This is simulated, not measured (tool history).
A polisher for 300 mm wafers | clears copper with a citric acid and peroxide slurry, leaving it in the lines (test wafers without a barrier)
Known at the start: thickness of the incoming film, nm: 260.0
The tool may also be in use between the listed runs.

| run | hour | flow of slurry (ml/min) | pressure of the wafer on the pad (kPa) | speed of the pad under the wafer (m/s) | abrasive content of the slurry | overpolish time after the end point (s) | time until the end point was called (s) | dishing of a wide line in a test structure (nm) |
|---|---|---|---|---|---|---|---|---|
| 1 | 0.0 | 195 | 15.2 | 1.10 | 1.00 | 19 | 170.23 | 18.7010 |
| 2 | 5.1 | 195 | 15.2 | 1.10 | 1.10 | 19 | 169.90 | 19.0710 |
| 3 | 12.6 | 195 | 15.2 | 1.10 | 1.10 | 23 | 169.77 | 23.3580 |
| 4 | 17.1 | 195 | 15.2 | 1.10 | 1.30 | 23 | 163.26 | 22.7080 |
| 5 | 24.4 | 195 | 12.4 | 1.10 | 1.35 | 17 | 188.65 | 15.4900 |
| 6 | 26.2 | 195 | 12.4 | 1.10 | 1.25 | 17 | 194.98 | 15.3650 |
| 7 | 29.6 | 180 | 8.3 | 1.02 | 1.50 | 8 | 258.62 | 5.6738 |
| 8 | 34.4 | 160 | 8.3 | 1.06 | 1.50 | 7 | 255.23 | 5.2141 |
| 9 | 36.6 | 145 | 8.3 | 1.08 | 1.50 | 7 | 260.98 | 4.8864 |
| 10 | 39.8 | 135 | 8.3 | 1.08 | 1.50 | 7 | 264.60 | 4.8647 |

The next listed run, before its measurement:
| 11 | 41.0 | 130 | 8.3 | 1.10 | 1.50 | 7 | ? | ? |

Run 11 gave time until the end point was called (s) 267.05, dishing of a wide line in a test structure (nm) 4.8701.
